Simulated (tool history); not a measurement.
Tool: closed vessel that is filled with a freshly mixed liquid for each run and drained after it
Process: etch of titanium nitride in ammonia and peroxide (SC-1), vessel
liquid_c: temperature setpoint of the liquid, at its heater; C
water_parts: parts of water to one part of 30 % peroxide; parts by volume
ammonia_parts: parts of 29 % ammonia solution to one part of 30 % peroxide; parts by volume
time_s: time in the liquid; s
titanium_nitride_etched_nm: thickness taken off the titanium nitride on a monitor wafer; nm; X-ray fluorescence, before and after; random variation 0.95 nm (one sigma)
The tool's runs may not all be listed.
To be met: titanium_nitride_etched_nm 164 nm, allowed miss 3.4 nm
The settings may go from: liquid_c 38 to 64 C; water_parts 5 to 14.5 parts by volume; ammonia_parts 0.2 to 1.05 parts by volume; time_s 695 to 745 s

run	day	liquid_c	water_parts	ammonia_parts	time_s	titanium_nitride_etched_nm
1	0	48	8	0.55	695	59.231
2	0.288	48	8	0.55	695	59.833
3	0.508	48	8	0.65	695	61.204
4	0.729	50.5	8	0.65	695	73.03
5	0.812	52.5	8	0.65	695	84.248
6	0.888	46	8	0.65	695	53.628
7	0.967	54	8	0.65	695	92.262
8	1.196	55.5	8	0.65	695	102.89
9	1.433	57	8	0.65	695	114.48
10	1.808	58	8	0.65	695	121.71
11	1.883	59	8	0.65	695	128.97
12	2.196	63	8	0.65	695	170.88

Which of these 5 next moves meets every target?
A	2.508	59	5.5	0.6	740	?
B	2.508	61.5	7.5	0.55	695	?
C	2.508	64	9.5	0.6	745	?
D	2.508	64	9.5	0.7	735	?
E	2.508	64	9.5	0.75	705	?

move	titanium_nitride_etched_nm
A	164.75
B	154.83
C	175.55
D	177.66
E	172.32
A: meets every target
B: takes the result that was furthest off past its target
C: further off than the last run
D: further off than the last run
E: further off than the last run
Answer: A

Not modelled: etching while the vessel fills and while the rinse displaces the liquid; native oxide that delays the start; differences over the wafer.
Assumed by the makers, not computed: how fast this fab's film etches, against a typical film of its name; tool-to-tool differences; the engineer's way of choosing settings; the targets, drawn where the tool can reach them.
